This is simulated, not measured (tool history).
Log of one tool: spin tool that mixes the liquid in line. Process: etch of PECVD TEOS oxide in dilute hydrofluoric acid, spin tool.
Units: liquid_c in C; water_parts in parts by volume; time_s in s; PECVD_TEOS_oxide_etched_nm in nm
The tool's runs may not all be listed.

run	hour	liquid_c	water_parts	time_s	PECVD_TEOS_oxide_etched_nm
1	0	23	120	50	8.6936
2	0.9	23	120	55	9.484
3	1.8	23	75	55	16.142
4	4.6	22.5	75	55	15.773
5	7.1	22	75	55	15.421
6	12.8	21.5	75	55	15.142
7	21.8	21	75	55	14.943

Forecast run 8:
8	24.8	20.5	75	55	?

{"run 8": {"PECVD_TEOS_oxide_etched_nm": 14.607}}
